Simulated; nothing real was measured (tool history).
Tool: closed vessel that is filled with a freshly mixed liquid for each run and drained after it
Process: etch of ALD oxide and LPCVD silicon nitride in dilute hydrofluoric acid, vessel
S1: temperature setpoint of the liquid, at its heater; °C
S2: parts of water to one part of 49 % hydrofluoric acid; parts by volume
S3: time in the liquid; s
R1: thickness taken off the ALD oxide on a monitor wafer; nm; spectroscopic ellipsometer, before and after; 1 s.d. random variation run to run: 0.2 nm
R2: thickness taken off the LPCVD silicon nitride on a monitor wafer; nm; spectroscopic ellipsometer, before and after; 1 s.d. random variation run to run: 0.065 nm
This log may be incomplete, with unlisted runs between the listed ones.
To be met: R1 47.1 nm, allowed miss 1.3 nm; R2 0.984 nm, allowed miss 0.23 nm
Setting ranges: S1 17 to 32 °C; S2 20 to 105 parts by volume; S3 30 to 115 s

run,hour,S1,S2,S3,R1,R2
1,0,24,55,60,25.864,0.52595
2,6,24,55,80,34.252,0.68484
3,10.7,24,65,80,28.83,0.62579
4,15.6,26,60,80,34.069,0.72317
5,18.5,27.5,60,80,35.987,0.81705
6,24.8,27.5,50,80,43.848,0.94499
7,33.2,28,50,80,44.789,0.97389
8,35.5,28.5,50,80,45.599,0.9498
9,37.7,28.5,50,80,45.586,1.0583
10,43.7,28.5,45,80,51.115,1.234
11,51.9,27.5,45,80,49.105,1.0925
12,56.3,27.5,45,80,49.098,1.1035
13,63.7,27.5,45,80,49.059,1.0918

Pick the move, out of 5, that brings all results within their allowed miss; only one does.
A,71.1,26.5,45,75,?,?
B,71.1,28,55,100,?,?
C,71.1,23.5,45,95,?,?
D,71.1,22,45,105,?,?
E,71.1,25,45,85,?,?

move,R1,R2
A,44.332,1.0661
B,50.629,1.2878
C,49.655,1.1041
D,51.552,1.1016
E,47.263,1.0931
A: takes the result that was furthest off past its target
B: moves away from the targets compared with the last run
C: moves away from the targets compared with the last run
D: moves away from the targets compared with the last run
E: every result within its allowed miss
Answer: E
